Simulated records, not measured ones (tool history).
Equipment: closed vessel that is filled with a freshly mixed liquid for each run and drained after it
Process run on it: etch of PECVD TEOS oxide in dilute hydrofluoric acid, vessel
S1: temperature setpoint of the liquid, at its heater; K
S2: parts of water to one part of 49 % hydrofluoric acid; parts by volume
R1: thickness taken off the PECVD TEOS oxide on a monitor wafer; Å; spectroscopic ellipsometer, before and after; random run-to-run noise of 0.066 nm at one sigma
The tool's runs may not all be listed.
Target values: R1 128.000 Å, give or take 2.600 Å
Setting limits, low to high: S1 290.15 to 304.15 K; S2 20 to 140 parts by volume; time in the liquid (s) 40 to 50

{"run": 1, "hour": 0.0, "S1": 296.15, "S2": 75, "time in the liquid (s)": 50, "R1": 54.083}
{"run": 2, "hour": 8.5, "S1": 296.15, "S2": 60, "time in the liquid (s)": 50, "R1": 68.422}
{"run": 3, "hour": 12.7, "S1": 297.15, "S2": 60, "time in the liquid (s)": 50, "R1": 72.373}
{"run": 4, "hour": 15.9, "S1": 298.15, "S2": 60, "time in the liquid (s)": 50, "R1": 75.116}
{"run": 5, "hour": 18.9, "S1": 298.15, "S2": 60, "time in the liquid (s)": 40, "R1": 60.117}
{"run": 6, "hour": 20.1, "S1": 298.15, "S2": 60, "time in the liquid (s)": 40, "R1": 60.065}
{"run": 7, "hour": 20.8, "S1": 298.65, "S2": 55, "time in the liquid (s)": 40, "R1": 66.704}
{"run": 8, "hour": 28.6, "S1": 299.15, "S2": 50, "time in the liquid (s)": 40, "R1": 75.445}
{"run": 9, "hour": 32.6, "S1": 299.65, "S2": 45, "time in the liquid (s)": 40, "R1": 86.536}
{"run": 10, "hour": 33.6, "S1": 300.15, "S2": 45, "time in the liquid (s)": 40, "R1": 88.055}
{"run": 11, "hour": 39.8, "S1": 300.65, "S2": 45, "time in the liquid (s)": 40, "R1": 90.486}
{"run": 12, "hour": 43.8, "S1": 301.15, "S2": 45, "time in the liquid (s)": 40, "R1": 91.569}
{"run": 13, "hour": 50.7, "S1": 301.65, "S2": 45, "time in the liquid (s)": 40, "R1": 94.803}
{"run": 14, "hour": 54.2, "S1": 304.15, "S2": 30, "time in the liquid (s)": 40, "R1": 159.52}
{"run": 15, "hour": 61.3, "S1": 303.65, "S2": 30, "time in the liquid (s)": 40, "R1": 157.46}
{"run": 16, "hour": 62.7, "S1": 299.65, "S2": 30, "time in the liquid (s)": 40, "R1": 132.87}

4 next moves are on the table. One of them brings every result within its allowed miss. Which?
{"run": "A", "hour": 64.1, "S1": 298.65, "S2": 35, "time in the liquid (s)": 50, "R1": "?"}
{"run": "B", "hour": 64.1, "S1": 295.65, "S2": 25, "time in the liquid (s)": 40, "R1": "?"}
{"run": "C", "hour": 64.1, "S1": 296.15, "S2": 30, "time in the liquid (s)": 45, "R1": "?"}
{"run": "D", "hour": 64.1, "S1": 300.65, "S2": 30, "time in the liquid (s)": 40, "R1": "?"}

move=A R1=135.510
move=B R1=135.690
move=C R1=129.080
move=D R1=138.270
A: the biggest miss grows against the last run
B: the biggest miss grows against the last run
C: in spec on every target
D: the biggest miss grows against the last run
Correct choice: C, which meets every target

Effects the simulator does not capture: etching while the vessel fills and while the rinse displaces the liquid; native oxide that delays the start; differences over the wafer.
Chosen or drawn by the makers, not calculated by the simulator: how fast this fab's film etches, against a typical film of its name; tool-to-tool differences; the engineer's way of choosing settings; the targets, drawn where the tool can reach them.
